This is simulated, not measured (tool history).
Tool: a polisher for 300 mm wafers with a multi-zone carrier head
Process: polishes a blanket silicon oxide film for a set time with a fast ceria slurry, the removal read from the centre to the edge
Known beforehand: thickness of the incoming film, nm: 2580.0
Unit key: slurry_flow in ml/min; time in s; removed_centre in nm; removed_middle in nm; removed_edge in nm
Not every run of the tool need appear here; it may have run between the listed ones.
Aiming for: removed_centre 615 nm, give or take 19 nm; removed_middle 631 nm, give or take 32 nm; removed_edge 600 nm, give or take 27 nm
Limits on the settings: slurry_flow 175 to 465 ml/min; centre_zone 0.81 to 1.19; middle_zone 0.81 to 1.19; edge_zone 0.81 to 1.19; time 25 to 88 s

run    day  slurry_flow  centre_zone  middle_zone  edge_zone  time  removed_centre  removed_middle  removed_edge
  1      0          295            1            1          1    56          751.76          765.44        747.13
  2   0.25          295         0.99         0.99       0.98    55           725.8          734.87        740.91
  3  0.446          295         0.99            1       0.98    53          702.94          692.32         728.7
  4  0.521          295         0.99         0.92       0.98    53          695.17          664.42         707.6
  5  0.846          295         0.99         0.95       0.97    51          676.47           654.7        701.63
  6  0.938          295         0.99         0.99       0.97    51          674.84          677.21        681.84
  7  1.121          295         0.99            1       0.96    50          653.93          665.56        663.54
  8  1.488          295         0.99            1       0.94    50           656.6          687.02        653.18
  9  1.762          295         0.99         0.99       0.93    50          657.62          669.94        647.78
 10  1.888          290         0.99         0.98       0.92    50          655.67          652.97        639.51
 11  1.983          285         0.98         0.98       0.91    50          648.04          643.38        646.25
 12  2.329          285         0.98         0.99        0.9    50          652.64          661.35        661.23
 13  2.488          290            1         1.01       0.82    44          584.41          585.78        554.88

Pick the move, out of 4, that brings all results within their allowed miss; only one does.
  A  2.646          305         0.98            1       0.82    47               ?               ?             ?
  B  2.646          370         1.01         1.18       0.81    47               ?               ?             ?
  C  2.646          275         0.91         0.81       0.88    51               ?               ?             ?
  D  2.646          340         1.05         1.08       0.81    43               ?               ?             ?

move  removed_centre  removed_middle  removed_edge
   A          615.44          650.53        604.76
   B          645.35          763.02        609.92
   C          617.78          586.03        664.21
   D           605.3             642        555.54
A: every result within its allowed miss
B: puts the biggest miss on target and leaves a different result outside tolerance
C: the result that was furthest off in the last run now lies on the other side of its target
D: as far off as the last run
A is the move that brings every result within its allowed miss.
